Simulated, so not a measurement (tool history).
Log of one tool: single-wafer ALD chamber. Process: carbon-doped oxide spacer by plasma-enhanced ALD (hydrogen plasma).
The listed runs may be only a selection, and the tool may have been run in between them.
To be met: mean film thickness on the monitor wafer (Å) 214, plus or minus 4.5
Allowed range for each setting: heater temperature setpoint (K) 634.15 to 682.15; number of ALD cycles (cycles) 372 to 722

run,day,heater temperature setpoint (K),number of ALD cycles (cycles),mean film thickness on the monitor wafer (Å)
1,0,658.15,547,251.51
2,0.112,658.15,601,275.51
3,0.358,658.15,556,255.48
4,0.467,658.15,499,228.96
5,0.558,650.15,499,228.9
6,0.946,650.15,549,251.63
7,1.008,650.15,521,239.27
8,1.392,650.15,447,204.61
9,1.638,650.15,454,208.03

Pick the move, out of 4, that brings all results within their allowed miss; only one does.
A,1.883,661.15,466,?
B,1.883,661.15,440,?
C,1.883,658.15,446,?
D,1.883,655.15,441,?

move,mean film thickness on the monitor wafer (Å)
A,213.44
B,201.53
C,204.28
D,201.99
A: all results land within tolerance of their targets
B: moves away from the targets compared with the last run
C: moves away from the targets compared with the last run
D: moves away from the targets compared with the last run
So the answer is move A, the one that meets all the targets.

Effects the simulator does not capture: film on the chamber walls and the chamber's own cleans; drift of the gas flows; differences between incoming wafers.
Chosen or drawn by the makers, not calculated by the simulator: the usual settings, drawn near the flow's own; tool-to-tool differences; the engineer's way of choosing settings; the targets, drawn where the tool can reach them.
